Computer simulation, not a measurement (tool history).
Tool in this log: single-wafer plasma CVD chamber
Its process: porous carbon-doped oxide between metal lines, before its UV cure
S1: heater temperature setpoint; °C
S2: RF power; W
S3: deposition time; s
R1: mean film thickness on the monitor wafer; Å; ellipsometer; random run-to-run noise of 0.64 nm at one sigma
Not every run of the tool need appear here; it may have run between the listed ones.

| run | hour | S1 | S2 | S3 | R1 |
|---|---|---|---|---|---|
| 1 | 0.0 | 320 | 465 | 32.4 | 1581.1 |
| 2 | 0.9 | 320 | 465 | 32.4 | 1579.7 |
| 3 | 5.4 | 325 | 465 | 32.4 | 1527.3 |
| 4 | 13.5 | 319 | 465 | 32.4 | 1589.4 |
| 5 | 21.8 | 319 | 495 | 32.4 | 1687.1 |
| 6 | 23.6 | 319 | 495 | 32.4 | 1687.4 |

What will run 7 give?
| 7 | 24.6 | 317 | 495 | 32.4 | ? |

{"run 7": {"R1": 1704.4}}
